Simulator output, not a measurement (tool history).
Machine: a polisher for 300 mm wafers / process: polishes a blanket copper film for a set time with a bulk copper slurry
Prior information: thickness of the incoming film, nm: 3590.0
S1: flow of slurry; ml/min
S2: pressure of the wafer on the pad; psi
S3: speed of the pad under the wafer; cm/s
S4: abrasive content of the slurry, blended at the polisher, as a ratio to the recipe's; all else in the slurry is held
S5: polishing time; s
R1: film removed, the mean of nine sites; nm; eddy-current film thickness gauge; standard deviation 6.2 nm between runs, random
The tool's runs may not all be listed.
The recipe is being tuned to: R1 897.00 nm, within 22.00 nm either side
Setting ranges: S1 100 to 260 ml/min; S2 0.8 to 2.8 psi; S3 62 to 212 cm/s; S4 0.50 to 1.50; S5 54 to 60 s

run	hour	S1	S2	S3	S4	S5	R1
1	0.0	165	1.8	136	1.00	60	496.33
2	7.8	165	1.8	136	1.00	54	448.17
3	14.7	165	1.8	136	1.15	54	453.55
4	23.6	175	2.0	138	1.15	54	510.18
5	30.8	210	2.0	138	1.15	54	519.38
6	36.0	210	2.2	142	1.15	54	587.96
7	42.0	210	2.3	146	1.15	54	619.64
8	46.3	210	2.4	152	1.15	54	675.39
9	46.9	210	2.4	152	1.15	54	667.79
10	54.5	215	2.5	156	1.15	54	722.90
11	61.8	215	2.6	160	1.15	54	750.25
12	69.9	220	2.6	164	1.15	54	775.00
13	76.3	220	2.6	166	1.15	54	782.57
14	78.0	220	2.6	168	1.15	54	781.15
15	80.2	220	2.6	170	1.15	54	796.86
16	82.3	220	2.6	172	1.15	54	799.75
17	84.8	220	2.6	174	1.15	54	809.36
18	85.6	225	2.7	176	1.15	54	847.80

Which of these 4 next moves meets every target?
A	86.4	190	2.6	198	1.25	56	?
B	86.4	245	2.5	212	1.30	54	?
C	86.4	210	2.8	140	1.25	60	?
D	86.4	215	2.7	188	1.00	55	?

move	R1
A	931.53
B	955.94
C	808.96
D	889.68
A: moves the result that the last run missed by most past its target, out the other side
B: moves the result that the last run missed by most past its target, out the other side
C: its largest miss is bigger than the last run's
D: all results land within tolerance of their targets
Move D is the one to make.

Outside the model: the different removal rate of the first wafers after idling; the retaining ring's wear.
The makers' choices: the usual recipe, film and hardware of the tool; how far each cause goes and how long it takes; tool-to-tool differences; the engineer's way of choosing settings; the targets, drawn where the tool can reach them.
